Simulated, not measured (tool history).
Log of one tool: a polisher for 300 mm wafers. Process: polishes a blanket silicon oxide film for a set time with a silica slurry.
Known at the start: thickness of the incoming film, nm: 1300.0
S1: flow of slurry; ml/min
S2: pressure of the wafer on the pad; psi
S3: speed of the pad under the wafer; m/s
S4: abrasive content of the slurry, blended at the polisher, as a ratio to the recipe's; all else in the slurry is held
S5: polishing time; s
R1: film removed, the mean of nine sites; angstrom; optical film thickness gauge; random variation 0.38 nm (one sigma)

| run | day | S1 | S2 | S3 | S4 | S5 | R1 |
|---|---|---|---|---|---|---|---|
| 1 | 0.000 | 270 | 2.9 | 1.10 | 1.0 | 24 | 596.25 |
| 2 | 0.146 | 270 | 2.8 | 1.10 | 1.0 | 24 | 575.59 |
| 3 | 0.362 | 270 | 2.7 | 1.10 | 1.0 | 24 | 555.59 |
| 4 | 0.433 | 270 | 2.7 | 1.24 | 1.0 | 24 | 603.15 |
| 5 | 0.608 | 270 | 2.7 | 1.12 | 1.0 | 24 | 567.42 |
| 6 | 0.688 | 270 | 2.7 | 1.28 | 1.0 | 24 | 618.10 |
| 7 | 1.000 | 270 | 2.6 | 1.28 | 1.0 | 24 | 589.72 |
| 8 | 1.221 | 270 | 2.5 | 1.28 | 1.0 | 24 | 575.00 |
| 9 | 1.533 | 270 | 2.5 | 1.28 | 1.0 | 24 | 569.84 |
| 10 | 1.621 | 270 | 2.4 | 1.28 | 1.0 | 24 | 553.42 |
| 11 | 1.862 | 270 | 2.4 | 1.28 | 1.0 | 24 | 555.59 |
| 12 | 2.167 | 270 | 2.3 | 1.28 | 1.0 | 24 | 537.92 |
| 13 | 2.317 | 270 | 2.2 | 1.28 | 1.0 | 24 | 518.69 |

Forecast run 14:
| 14 | 2.683 | 270 | 2.1 | 1.28 | 1.0 | 24 | ? |

{"run 14": {"R1": 493.37}}

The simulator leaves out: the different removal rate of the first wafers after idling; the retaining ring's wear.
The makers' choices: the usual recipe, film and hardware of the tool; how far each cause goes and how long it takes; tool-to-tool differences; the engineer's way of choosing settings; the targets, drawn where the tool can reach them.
